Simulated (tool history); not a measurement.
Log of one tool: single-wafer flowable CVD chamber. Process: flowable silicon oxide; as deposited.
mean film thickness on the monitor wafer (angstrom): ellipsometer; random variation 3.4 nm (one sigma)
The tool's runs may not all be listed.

run  hour  heater temperature setpoint (°C)  chamber pressure (mTorr)  RF power (kW)  deposition time (s)  mean film thickness on the monitor wafer (angstrom)
  1   0.0                                95                       563          2.095                  683                                               3358.1
  2   3.8                                95                       472          2.095                  683                                               2831.9
  3   5.9                                95                       472          2.095                  650                                               2708.0
  4   9.5                                91                       473          2.095                  650                                               3058.9
  5  11.1                                91                       473          2.095                  650                                               3062.4
  6  17.9                                87                       475          2.095                  650                                               3447.9
  7  23.9                                84                       480          2.095                  650                                               3762.9
  8  28.7                                82                       486          2.095                  650                                               4049.2
  9  33.1                                80                       490          2.095                  650                                               4368.4
 10  40.6                                78                       492          2.095                  650                                               4615.6
 11  47.9                                77                       494          2.095                  650                                               4655.9
 12  54.6                                76                       500          2.095                  650                                               4888.2

The next listed run, before its measurement:
 13  61.0                                71                       504          2.095                  650                                                    ?

mean film thickness on the monitor wafer (angstrom): 5456.6

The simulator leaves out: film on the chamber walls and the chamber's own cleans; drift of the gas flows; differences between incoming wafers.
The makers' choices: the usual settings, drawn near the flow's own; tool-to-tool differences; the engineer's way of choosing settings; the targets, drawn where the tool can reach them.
